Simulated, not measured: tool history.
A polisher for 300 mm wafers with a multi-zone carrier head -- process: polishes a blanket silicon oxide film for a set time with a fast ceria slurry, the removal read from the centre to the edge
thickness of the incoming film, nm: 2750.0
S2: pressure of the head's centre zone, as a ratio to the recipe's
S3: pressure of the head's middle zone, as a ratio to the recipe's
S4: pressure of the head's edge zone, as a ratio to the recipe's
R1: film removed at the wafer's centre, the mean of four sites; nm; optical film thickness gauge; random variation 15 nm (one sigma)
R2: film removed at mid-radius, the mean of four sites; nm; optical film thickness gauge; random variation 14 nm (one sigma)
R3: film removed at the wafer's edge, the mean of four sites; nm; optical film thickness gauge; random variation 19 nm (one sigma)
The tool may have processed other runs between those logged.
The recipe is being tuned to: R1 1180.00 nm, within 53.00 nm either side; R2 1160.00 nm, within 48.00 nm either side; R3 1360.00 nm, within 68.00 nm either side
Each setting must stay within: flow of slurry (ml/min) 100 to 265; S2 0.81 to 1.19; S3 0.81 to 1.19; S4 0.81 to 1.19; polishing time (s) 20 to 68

run 1 hour=0.0 | flow_of_slurry_(ml/min)=170 S2=1.00 S3=1.00 S4=1.00 polishing_time_(s)=44 | R1=907.32 R2=914.16 R3=910.08
run 2 hour=6.7 | flow_of_slurry_(ml/min)=140 S2=1.00 S3=1.00 S4=1.00 polishing_time_(s)=44 | R1=886.25 R2=873.34 R3=889.58
run 3 hour=12.5 | flow_of_slurry_(ml/min)=165 S2=1.00 S3=1.00 S4=1.00 polishing_time_(s)=44 | R1=933.27 R2=917.08 R3=912.78
run 4 hour=16.4 | flow_of_slurry_(ml/min)=165 S2=0.95 S3=1.00 S4=1.00 polishing_time_(s)=44 | R1=889.87 R2=907.15 R3=936.28
run 5 hour=20.1 | flow_of_slurry_(ml/min)=175 S2=0.94 S3=0.98 S4=1.03 polishing_time_(s)=47 | R1=948.13 R2=958.10 R3=1010.00
run 6 hour=27.4 | flow_of_slurry_(ml/min)=175 S2=0.94 S3=0.93 S4=1.03 polishing_time_(s)=47 | R1=949.00 R2=942.12 R3=1002.20
run 7 hour=35.2 | flow_of_slurry_(ml/min)=180 S2=0.93 S3=0.92 S4=1.07 polishing_time_(s)=50 | R1=990.16 R2=985.60 R3=1055.00
run 8 hour=41.5 | flow_of_slurry_(ml/min)=180 S2=0.91 S3=0.89 S4=1.08 polishing_time_(s)=53 | R1=1016.60 R2=1009.60 R3=1165.40
run 9 hour=46.3 | flow_of_slurry_(ml/min)=180 S2=0.91 S3=0.89 S4=1.08 polishing_time_(s)=53 | R1=1047.80 R2=1001.50 R3=1137.50
run 10 hour=51.4 | flow_of_slurry_(ml/min)=185 S2=0.89 S3=0.89 S4=1.09 polishing_time_(s)=55 | R1=1051.20 R2=1068.00 R3=1205.30
run 11 hour=55.5 | flow_of_slurry_(ml/min)=190 S2=0.89 S3=0.88 S4=1.10 polishing_time_(s)=56 | R1=1080.90 R2=1043.20 R3=1254.90
run 12 hour=60.1 | flow_of_slurry_(ml/min)=195 S2=0.89 S3=0.90 S4=1.10 polishing_time_(s)=57 | R1=1107.30 R2=1106.00 R3=1229.70
run 13 hour=67.5 | flow_of_slurry_(ml/min)=190 S2=0.89 S3=0.89 S4=1.10 polishing_time_(s)=58 | R1=1127.50 R2=1116.20 R3=1266.40
run 14 hour=75.3 | flow_of_slurry_(ml/min)=190 S2=0.88 S3=0.88 S4=1.11 polishing_time_(s)=59 | R1=1129.20 R2=1135.40 R3=1317.50

5 candidate next runs follow, results not yet known. Just one meets every target within its allowed miss. Identify it.
run A hour=83.1 | flow_of_slurry_(ml/min)=100 S2=0.89 S3=0.99 S4=0.99 polishing_time_(s)=65 | R1=? R2=? R3=?
run B hour=83.1 | flow_of_slurry_(ml/min)=190 S2=0.81 S3=0.85 S4=1.13 polishing_time_(s)=61 | R1=? R2=? R3=?
run C hour=83.1 | flow_of_slurry_(ml/min)=240 S2=0.88 S3=0.87 S4=1.10 polishing_time_(s)=60 | R1=? R2=? R3=?
run D hour=83.1 | flow_of_slurry_(ml/min)=240 S2=0.88 S3=0.81 S4=1.19 polishing_time_(s)=58 | R1=? R2=? R3=?
run E hour=83.1 | flow_of_slurry_(ml/min)=180 S2=0.91 S3=1.00 S4=1.19 polishing_time_(s)=55 | R1=? R2=? R3=?

move=A R1=1029.60 R2=1184.70 R3=1228.70
move=B R1=1055.70 R2=1145.50 R3=1369.20
move=C R1=1166.20 R2=1187.30 R3=1363.30
move=D R1=1126.90 R2=1082.30 R3=1368.80
move=E R1=1053.30 R2=1171.20 R3=1254.30
A: moves away from the targets compared with the last run
B: moves away from the targets compared with the last run
C: every result within its allowed miss
D: moves away from the targets compared with the last run
E: moves away from the targets compared with the last run
C meets every target.

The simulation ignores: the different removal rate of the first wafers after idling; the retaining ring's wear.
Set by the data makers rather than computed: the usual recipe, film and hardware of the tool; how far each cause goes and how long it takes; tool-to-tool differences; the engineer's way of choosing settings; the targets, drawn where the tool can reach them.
